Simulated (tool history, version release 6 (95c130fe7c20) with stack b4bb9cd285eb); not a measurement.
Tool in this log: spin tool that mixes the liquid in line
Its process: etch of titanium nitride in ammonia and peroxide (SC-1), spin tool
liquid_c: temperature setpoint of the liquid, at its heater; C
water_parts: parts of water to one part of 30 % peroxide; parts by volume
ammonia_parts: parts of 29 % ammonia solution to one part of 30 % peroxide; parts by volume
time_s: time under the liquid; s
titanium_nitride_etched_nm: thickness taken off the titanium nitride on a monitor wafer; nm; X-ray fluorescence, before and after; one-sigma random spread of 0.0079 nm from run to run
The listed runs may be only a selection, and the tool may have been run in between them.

run 1 day=0 | liquid_c=63 water_parts=13 ammonia_parts=0.4 time_s=15 | titanium_nitride_etched_nm=2.496
run 2 day=0.217 | liquid_c=60.5 water_parts=13 ammonia_parts=0.4 time_s=15 | titanium_nitride_etched_nm=2.1188
run 3 day=0.496 | liquid_c=60 water_parts=13 ammonia_parts=0.4 time_s=15 | titanium_nitride_etched_nm=2.0421
run 4 day=0.842 | liquid_c=60 water_parts=8.5 ammonia_parts=0.4 time_s=15 | titanium_nitride_etched_nm=2.5617
run 5 day=1.038 | liquid_c=56.5 water_parts=8.5 ammonia_parts=0.4 time_s=15 | titanium_nitride_etched_nm=2.0548
run 6 day=1.162 | liquid_c=63 water_parts=8.5 ammonia_parts=0.4 time_s=15 | titanium_nitride_etched_nm=3.1548

What does the tool deliver on the next run?
run 7 day=1.3 | liquid_c=60.5 water_parts=8.5 ammonia_parts=0.4 time_s=15 | titanium_nitride_etched_nm=?

titanium_nitride_etched_nm: 2.6695 nm
